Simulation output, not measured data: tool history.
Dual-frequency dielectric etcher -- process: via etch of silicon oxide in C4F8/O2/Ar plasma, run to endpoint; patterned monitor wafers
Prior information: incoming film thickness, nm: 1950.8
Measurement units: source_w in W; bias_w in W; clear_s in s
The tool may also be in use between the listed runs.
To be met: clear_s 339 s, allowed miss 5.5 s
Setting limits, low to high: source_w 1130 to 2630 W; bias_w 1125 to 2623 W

run,hour,source_w,bias_w,clear_s
1,0,1880,1874,388.08
2,8.7,2110,1874,357.65
3,16.1,2160,1879,352.76
4,21.2,2200,1883,351.75
5,29.6,1870,1883,385.75
6,32.3,1990,1897,375.14
7,38.2,2080,1910,363.59
8,43.7,2150,1920,355.36

Which single option among these 5 for the next run brings every result within its allowed miss of target? Just one does.
A,49.2,2080,2009,?
B,49.2,1970,1986,?
C,49.2,2090,1409,?
D,49.2,2330,1979,?
E,49.2,1960,2002,?

move,clear_s
A,356.38
B,368.52
C,381.87
D,335.79
E,368.96
A: misses by more than the last run did
B: misses by more than the last run did
C: misses by more than the last run did
D: each result inside its tolerance
E: misses by more than the last run did
The move that meets every target is D.

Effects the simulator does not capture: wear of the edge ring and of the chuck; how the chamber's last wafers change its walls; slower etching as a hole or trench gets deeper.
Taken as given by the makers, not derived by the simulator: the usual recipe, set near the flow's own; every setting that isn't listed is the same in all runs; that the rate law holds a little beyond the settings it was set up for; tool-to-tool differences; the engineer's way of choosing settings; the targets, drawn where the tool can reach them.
